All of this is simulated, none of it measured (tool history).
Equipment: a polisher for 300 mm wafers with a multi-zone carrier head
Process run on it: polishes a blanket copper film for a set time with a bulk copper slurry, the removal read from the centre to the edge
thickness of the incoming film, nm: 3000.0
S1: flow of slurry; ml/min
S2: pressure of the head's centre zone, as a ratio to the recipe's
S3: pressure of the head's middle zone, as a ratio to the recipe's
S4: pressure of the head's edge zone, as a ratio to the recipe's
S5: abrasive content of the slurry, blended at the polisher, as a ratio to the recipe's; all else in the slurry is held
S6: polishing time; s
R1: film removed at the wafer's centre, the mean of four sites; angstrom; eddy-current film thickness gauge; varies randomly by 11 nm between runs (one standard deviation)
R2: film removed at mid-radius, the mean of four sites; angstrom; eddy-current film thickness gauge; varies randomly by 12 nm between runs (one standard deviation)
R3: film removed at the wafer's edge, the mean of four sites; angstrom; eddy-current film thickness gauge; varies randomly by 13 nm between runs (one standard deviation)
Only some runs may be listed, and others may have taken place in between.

run 1 hour=0 | S1=120 S2=1 S3=1 S4=1 S5=1 S6=71 | R1=8511.2 R2=8224.1 R3=8474.6
run 2 hour=1.8 | S1=120 S2=1 S3=1 S4=1 S5=1.2 S6=71 | R1=8820 R2=8563.1 R3=8761
run 3 hour=7.7 | S1=120 S2=1 S3=1 S4=0.97 S5=1.2 S6=71 | R1=8872.1 R2=8491.6 R3=8579.6
run 4 hour=11.3 | S1=125 S2=0.98 S3=1 S4=1.02 S5=1.25 S6=73 | R1=9004.5 R2=9172.7 R3=9389.7
run 5 hour=16.3 | S1=135 S2=0.98 S3=1 S4=1.06 S5=1.3 S6=73 | R1=9330.9 R2=9323.8 R3=9591.6
run 6 hour=24.1 | S1=135 S2=0.96 S3=1 S4=1.08 S5=1.35 S6=75 | R1=9596 R2=9831.4 R3=9948.1
run 7 hour=25.1 | S1=135 S2=0.94 S3=0.98 S4=1.1 S5=1.4 S6=77 | R1=9673.9 R2=9994.1 R3=10780
run 8 hour=26.9 | S1=140 S2=0.93 S3=0.98 S4=1.12 S5=1.4 S6=77 | R1=9800.5 R2=9863.4 R3=10782
run 9 hour=29.9 | S1=140 S2=0.92 S3=0.99 S4=1.13 S5=1.4 S6=78 | R1=9513.7 R2=10002 R3=10862
run 10 hour=30.7 | S1=145 S2=0.91 S3=0.99 S4=1.14 S5=1.4 S6=79 | R1=9572.5 R2=10344 R3=11236
run 11 hour=38.6 | S1=145 S2=0.91 S3=0.99 S4=1.14 S5=1.4 S6=79 | R1=9663.9 R2=10109 R3=11165
run 12 hour=40.4 | S1=145 S2=0.91 S3=0.99 S4=1.14 S5=1.4 S6=79 | R1=9765.7 R2=10386 R3=11217

Run 13 has not been measured yet. What should we expect?
run 13 hour=46.4 | S1=150 S2=0.9 S3=0.99 S4=1.15 S5=1.4 S6=79 | R1=? R2=? R3=?

R1: 9575.3 angstrom
R2: 10377 angstrom
R3: 11471 angstrom

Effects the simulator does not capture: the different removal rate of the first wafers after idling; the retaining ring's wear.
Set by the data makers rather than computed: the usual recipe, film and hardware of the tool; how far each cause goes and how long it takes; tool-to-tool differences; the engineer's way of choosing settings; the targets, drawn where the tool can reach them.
